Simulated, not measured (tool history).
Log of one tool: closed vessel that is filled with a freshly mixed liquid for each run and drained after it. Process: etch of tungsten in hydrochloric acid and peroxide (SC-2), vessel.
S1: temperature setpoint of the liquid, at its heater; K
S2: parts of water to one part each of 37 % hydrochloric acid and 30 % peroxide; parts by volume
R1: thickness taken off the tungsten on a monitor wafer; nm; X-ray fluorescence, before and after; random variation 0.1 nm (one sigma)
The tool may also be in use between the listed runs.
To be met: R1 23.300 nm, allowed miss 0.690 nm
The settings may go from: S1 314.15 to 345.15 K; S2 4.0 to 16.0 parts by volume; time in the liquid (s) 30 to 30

{"run": 1, "hour": 0.0, "S1": 330.15, "S2": 9.0, "time in the liquid (s)": 30, "R1": 18.118}
{"run": 2, "hour": 9.1, "S1": 330.15, "S2": 12.0, "time in the liquid (s)": 30, "R1": 14.276}
{"run": 3, "hour": 18.2, "S1": 331.15, "S2": 12.0, "time in the liquid (s)": 30, "R1": 15.332}
{"run": 4, "hour": 20.2, "S1": 332.15, "S2": 12.0, "time in the liquid (s)": 30, "R1": 16.242}
{"run": 5, "hour": 26.3, "S1": 332.65, "S2": 12.0, "time in the liquid (s)": 30, "R1": 16.751}
{"run": 6, "hour": 33.5, "S1": 332.65, "S2": 12.0, "time in the liquid (s)": 30, "R1": 16.794}
{"run": 7, "hour": 34.8, "S1": 333.15, "S2": 12.0, "time in the liquid (s)": 30, "R1": 17.282}
{"run": 8, "hour": 37.5, "S1": 333.65, "S2": 12.0, "time in the liquid (s)": 30, "R1": 17.933}
{"run": 9, "hour": 42.3, "S1": 334.15, "S2": 12.0, "time in the liquid (s)": 30, "R1": 18.418}
{"run": 10, "hour": 45.1, "S1": 338.65, "S2": 12.0, "time in the liquid (s)": 30, "R1": 24.153}

4 next moves are on the table. One of them brings every result within its allowed miss. Which?
{"run": "A", "hour": 47.9, "S1": 339.65, "S2": 12.0, "time in the liquid (s)": 30, "R1": "?"}
{"run": "B", "hour": 47.9, "S1": 332.65, "S2": 8.0, "time in the liquid (s)": 30, "R1": "?"}
{"run": "C", "hour": 47.9, "S1": 336.65, "S2": 12.0, "time in the liquid (s)": 30, "R1": "?"}
{"run": "D", "hour": 47.9, "S1": 338.65, "S2": 13.5, "time in the liquid (s)": 30, "R1": "?"}

move=A R1=25.628
move=B R1=23.307
move=C R1=21.349
move=D R1=21.788
A: further off than the last run
B: meets every target
C: takes the result that was furthest off past its target
D: takes the result that was furthest off past its target
The right move is B.
